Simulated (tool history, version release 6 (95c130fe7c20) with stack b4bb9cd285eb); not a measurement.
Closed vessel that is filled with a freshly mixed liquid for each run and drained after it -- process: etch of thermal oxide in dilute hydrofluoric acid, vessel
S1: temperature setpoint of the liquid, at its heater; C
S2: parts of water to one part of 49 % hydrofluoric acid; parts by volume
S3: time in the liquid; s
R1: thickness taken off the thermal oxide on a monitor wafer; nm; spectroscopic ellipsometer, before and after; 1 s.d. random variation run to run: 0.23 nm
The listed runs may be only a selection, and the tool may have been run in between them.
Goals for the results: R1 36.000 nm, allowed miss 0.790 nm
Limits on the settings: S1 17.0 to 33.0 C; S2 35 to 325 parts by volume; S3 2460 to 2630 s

| run | hour | S1 | S2 | S3 | R1 |
|---|---|---|---|---|---|
| 1 | 0.0 | 25.0 | 180 | 2460 | 61.001 |
| 2 | 1.5 | 23.0 | 190 | 2460 | 53.134 |
| 3 | 3.9 | 23.0 | 240 | 2460 | 40.351 |
| 4 | 11.3 | 22.0 | 240 | 2460 | 38.761 |
| 5 | 16.6 | 22.0 | 290 | 2460 | 30.418 |
| 6 | 24.4 | 25.0 | 290 | 2460 | 33.821 |
| 7 | 30.5 | 25.5 | 290 | 2460 | 34.651 |
| 8 | 33.4 | 26.0 | 290 | 2460 | 34.716 |

Next run, 4 choices. One meets every target within its allowed miss, the rest don't. Which?
| A | 36.3 | 27.0 | 285 | 2535 | ? |
| B | 36.3 | 27.0 | 285 | 2485 | ? |
| C | 36.3 | 26.5 | 300 | 2585 | ? |
| D | 36.3 | 20.5 | 245 | 2595 | ? |

| move | R1 |
|---|---|
| A | 37.861 |
| B | 37.114 |
| C | 35.507 |
| D | 37.235 |
A: carries the result that was furthest off beyond its target, to the other side
B: carries the result that was furthest off beyond its target, to the other side
C: each result inside its tolerance
D: carries the result that was furthest off beyond its target, to the other side
The right move is C.
